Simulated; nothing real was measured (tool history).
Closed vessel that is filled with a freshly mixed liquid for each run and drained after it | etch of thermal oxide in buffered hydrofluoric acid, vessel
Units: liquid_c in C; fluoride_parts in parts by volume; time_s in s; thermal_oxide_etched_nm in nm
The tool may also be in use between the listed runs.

run 1 hour=0.0 | liquid_c=25.0 fluoride_parts=14 time_s=30 | thermal_oxide_etched_nm=25.521
run 2 hour=0.9 | liquid_c=25.0 fluoride_parts=14 time_s=30 | thermal_oxide_etched_nm=25.543
run 3 hour=2.0 | liquid_c=26.0 fluoride_parts=14 time_s=30 | thermal_oxide_etched_nm=27.047
run 4 hour=7.5 | liquid_c=26.5 fluoride_parts=14 time_s=30 | thermal_oxide_etched_nm=28.101
run 5 hour=8.7 | liquid_c=27.0 fluoride_parts=14 time_s=30 | thermal_oxide_etched_nm=28.800
run 6 hour=10.2 | liquid_c=27.0 fluoride_parts=10 time_s=30 | thermal_oxide_etched_nm=39.708
run 7 hour=13.0 | liquid_c=25.5 fluoride_parts=10 time_s=30 | thermal_oxide_etched_nm=36.993

Forecast run 8:
run 8 hour=15.8 | liquid_c=21.5 fluoride_parts=10 time_s=30 | thermal_oxide_etched_nm=?

{"run 8": {"thermal_oxide_etched_nm": 29.445}}
